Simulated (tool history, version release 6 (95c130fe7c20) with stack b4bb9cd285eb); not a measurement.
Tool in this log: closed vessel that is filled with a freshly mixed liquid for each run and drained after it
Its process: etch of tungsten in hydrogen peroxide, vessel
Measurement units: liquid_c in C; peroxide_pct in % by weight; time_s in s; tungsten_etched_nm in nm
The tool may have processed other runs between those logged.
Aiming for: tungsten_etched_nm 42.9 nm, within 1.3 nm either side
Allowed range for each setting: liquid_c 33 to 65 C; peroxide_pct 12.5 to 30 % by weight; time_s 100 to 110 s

run  hour  liquid_c  peroxide_pct  time_s  tungsten_etched_nm
  1     0        49          24.5     100              96.838
  2   2.6      47.5          24.5     100              88.429
  3   3.3      47.5            20     100              79.451
  4   5.7      46.5            20     100              75.405
  5   8.9      46.5            20     100              75.227
  6  10.8      45.5            20     100              70.303
  7  12.7      44.5            20     100              66.034
  8  18.1      36.5          19.5     100              38.897
  9    24      37.5          19.5     100              41.894

Of the 5 settings listed for the next run, only one would bring every result within its allowed miss of target. Which one?
  A  29.9      38.5          15.5     100                   ?
  B  29.9      35.5            24     100                   ?
  C  29.9      36.5          17.5     105                   ?
  D  29.9        38            17     100                   ?
  E  29.9        37            18     110                   ?

move  tungsten_etched_nm
   A              39.839
   B              40.625
   C               38.94
   D              40.371
   E              42.771
A: further off than the last run
B: further off than the last run
C: further off than the last run
D: further off than the last run
E: every result within its allowed miss
The move that meets every target is E.

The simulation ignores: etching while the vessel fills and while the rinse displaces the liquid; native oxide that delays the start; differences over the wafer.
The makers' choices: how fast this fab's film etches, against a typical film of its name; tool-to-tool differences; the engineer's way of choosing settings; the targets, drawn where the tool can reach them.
